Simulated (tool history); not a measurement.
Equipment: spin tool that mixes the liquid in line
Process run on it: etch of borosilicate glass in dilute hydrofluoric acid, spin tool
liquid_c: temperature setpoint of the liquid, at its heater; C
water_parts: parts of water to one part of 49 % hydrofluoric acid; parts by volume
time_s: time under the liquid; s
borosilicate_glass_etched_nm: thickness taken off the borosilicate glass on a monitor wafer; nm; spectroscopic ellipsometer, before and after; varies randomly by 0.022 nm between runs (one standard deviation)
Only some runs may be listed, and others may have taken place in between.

| run | hour | liquid_c | water_parts | time_s | borosilicate_glass_etched_nm |
|---|---|---|---|---|---|
| 1 | 0 | 25 | 300 | 20 | 2.7807 |
| 2 | 4.5 | 25 | 230 | 20 | 3.8765 |
| 3 | 6 | 25 | 320 | 20 | 2.5105 |
| 4 | 10.9 | 25 | 410 | 20 | 1.8157 |
| 5 | 12.6 | 26.5 | 405 | 20 | 1.942 |
| 6 | 14.1 | 26.5 | 405 | 15 | 1.4438 |
| 7 | 20.8 | 26.5 | 375 | 15 | 1.5827 |
| 8 | 25.5 | 25 | 360 | 15 | 1.6141 |

Run 9 comes next. What will it give?
| 9 | 33.9 | 26.5 | 360 | 15 | ? |

For run 9 the tool returned borosilicate_glass_etched_nm 1.6862 nm.
